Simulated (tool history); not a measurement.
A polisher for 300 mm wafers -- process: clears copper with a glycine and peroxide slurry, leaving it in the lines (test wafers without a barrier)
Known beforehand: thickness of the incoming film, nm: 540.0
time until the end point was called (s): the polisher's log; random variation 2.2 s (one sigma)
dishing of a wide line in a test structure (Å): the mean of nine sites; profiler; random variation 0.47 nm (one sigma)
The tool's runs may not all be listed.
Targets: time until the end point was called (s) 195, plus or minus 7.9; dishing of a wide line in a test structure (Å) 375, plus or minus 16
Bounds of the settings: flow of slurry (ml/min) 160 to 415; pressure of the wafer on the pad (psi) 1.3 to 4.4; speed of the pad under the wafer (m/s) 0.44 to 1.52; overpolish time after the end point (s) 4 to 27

run  hour  flow of slurry (ml/min)  pressure of the wafer on the pad (psi)  speed of the pad under the wafer (m/s)  overpolish time after the end point (s)  time until the end point was called (s)  dishing of a wide line in a test structure (Å)
  1     0                      265                                     2.8                                    0.98                                       14                                    86.83                                          479.35
  2   1.6                      265                                     2.6                                    0.92                                       15                                   98.718                                          456.27
  3   8.1                      265                                     2.4                                    0.88                                       16                                   108.77                                          459.34
  4  13.3                      265                                     2.4                                    0.88                                       19                                    108.8                                          503.23
  5  21.9                      265                                     2.3                                    0.84                                       19                                   116.71                                          475.41
     30.5  -- slurry nozzle cleaned
  6  30.5                      290                                     2.3                                    0.84                                       19                                   110.75                                          506.34
  7  35.1                      275                                     2.2                                    0.82                                       19                                   115.52                                          480.17
  8  37.1                      265                                     2.1                                    0.78                                       20                                   124.28                                          477.57
  9    43                      255                                       2                                    0.74                                       20                                   137.32                                          445.76

Exactly one of the 5 candidate moves below puts every result within its allowed miss. Which one?
  A  48.9                      220                                     1.7                                    0.44                                       20                                        ?                                               ?
  B  48.9                      200                                     2.6                                    0.78                                       12                                        ?                                               ?
  C  48.9                      285                                     1.9                                     0.6                                       17                                        ?                                               ?
  D  48.9                      165                                     1.3                                     0.6                                       23                                        ?                                               ?
  E  48.9                      190                                     1.9                                    0.48                                       22                                        ?                                               ?

move  time until the end point was called (s)  dishing of a wide line in a test structure (Å)
   A                                   215.87                                          320.91
   B                                   111.99                                          355.27
   C                                   161.91                                          350.11
   D                                   221.19                                          343.57
   E                                   196.68                                             372
A: the result that was furthest off in the last run now lies on the other side of its target
B: misses by more than the last run did
C: moves toward the targets from the last run without getting all of them in spec
D: the result that was furthest off in the last run now lies on the other side of its target
E: meets every target
E meets every target.
